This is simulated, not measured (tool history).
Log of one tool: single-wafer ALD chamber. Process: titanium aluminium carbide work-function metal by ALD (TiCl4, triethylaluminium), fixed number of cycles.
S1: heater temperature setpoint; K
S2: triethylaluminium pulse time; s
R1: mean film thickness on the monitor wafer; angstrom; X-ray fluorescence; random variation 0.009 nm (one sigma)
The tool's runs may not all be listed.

| run | hour | S1 | S2 | R1 |
|---|---|---|---|---|
| 1 | 0.0 | 578.15 | 10.76 | 23.138 |
| 2 | 0.9 | 573.15 | 10.76 | 22.651 |
| 3 | 6.2 | 582.15 | 10.76 | 23.524 |
| 4 | 9.1 | 582.15 | 12.16 | 23.844 |
| 5 | 15.0 | 582.15 | 10.81 | 23.754 |
| 6 | 15.7 | 582.15 | 13.88 | 23.784 |
| 7 | 16.7 | 574.15 | 12.83 | 22.933 |
| 8 | 22.0 | 568.15 | 11.72 | 22.088 |

Run 9 comes next. What will it give?
| 9 | 24.1 | 564.15 | 11.46 | ? |

{"run 9": {"R1": 21.694}}

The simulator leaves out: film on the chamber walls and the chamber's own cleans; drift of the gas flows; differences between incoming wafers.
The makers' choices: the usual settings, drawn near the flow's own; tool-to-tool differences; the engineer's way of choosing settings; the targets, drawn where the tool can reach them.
